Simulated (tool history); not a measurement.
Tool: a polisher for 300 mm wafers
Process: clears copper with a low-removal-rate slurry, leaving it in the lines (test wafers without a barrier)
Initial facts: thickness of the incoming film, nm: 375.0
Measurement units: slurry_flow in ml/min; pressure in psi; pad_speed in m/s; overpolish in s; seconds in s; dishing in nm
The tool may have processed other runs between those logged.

run,hour,slurry_flow,pressure,pad_speed,slurry_solids,overpolish,seconds,dishing
1,0.0,320,2.0,1.12,1.00,17,172.08,31.0530
2,3.3,315,1.8,1.02,0.95,15,208.60,23.4700
3,7.5,315,1.8,0.80,0.95,15,261.65,19.4090
4,9.3,315,1.5,0.80,0.95,15,310.12,16.0290
5,18.3,250,1.5,0.80,0.95,15,315.01,15.8990
6,26.0,240,1.4,0.76,1.05,13,339.76,12.9260
7,27.5,230,1.3,0.74,1.15,11,371.67,10.4340
8,35.2,190,0.9,0.76,1.40,5,494.57,3.6144

What will run 9 give?
9,39.0,215,0.9,0.76,1.40,5,?,?

Run 9 gave seconds 487.12 s, dishing 3.5995 nm.
